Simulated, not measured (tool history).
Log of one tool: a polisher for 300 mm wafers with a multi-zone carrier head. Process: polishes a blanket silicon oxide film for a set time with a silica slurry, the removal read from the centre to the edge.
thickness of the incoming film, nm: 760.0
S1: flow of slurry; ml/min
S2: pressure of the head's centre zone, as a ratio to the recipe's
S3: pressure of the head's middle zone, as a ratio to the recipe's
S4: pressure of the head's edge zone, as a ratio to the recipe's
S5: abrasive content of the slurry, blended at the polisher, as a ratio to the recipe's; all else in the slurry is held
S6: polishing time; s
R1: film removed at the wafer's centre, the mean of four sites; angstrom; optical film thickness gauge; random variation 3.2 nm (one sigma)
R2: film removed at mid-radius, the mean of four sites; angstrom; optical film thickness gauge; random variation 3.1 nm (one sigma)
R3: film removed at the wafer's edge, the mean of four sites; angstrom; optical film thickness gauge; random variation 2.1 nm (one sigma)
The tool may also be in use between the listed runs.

| run | hour | S1 | S2 | S3 | S4 | S5 | S6 | R1 | R2 | R3 |
|---|---|---|---|---|---|---|---|---|---|---|
| 1 | 0 | 165 | 1 | 1 | 1 | 1 | 64 | 2857 | 2797.7 | 2861.9 |
| 2 | 3.5 | 170 | 1 | 1.01 | 1.01 | 1 | 64 | 2823.1 | 2860.2 | 2910.8 |
| 3 | 8.6 | 170 | 1 | 1.01 | 1.01 | 0.9 | 64 | 2639.1 | 2704.8 | 2749.9 |
| 4 | 15.5 | 170 | 1.05 | 1.01 | 1.01 | 0.9 | 64 | 2869 | 2676.6 | 2761.8 |
| 5 | 24.1 | 170 | 1.05 | 0.93 | 1.01 | 0.9 | 64 | 2808.8 | 2482.3 | 2751.5 |
| 6 | 28.7 | 170 | 1.05 | 0.86 | 1.01 | 0.9 | 64 | 2825 | 2344.5 | 2744 |

Run 7 comes next. What will it give?
| 7 | 33.9 | 220 | 1.06 | 0.96 | 1.11 | 1.05 | 64 | ? | ? | ? |

Run 7 gave R1 3213.7 angstrom, R2 2909.5 angstrom, R3 3227.9 angstrom.
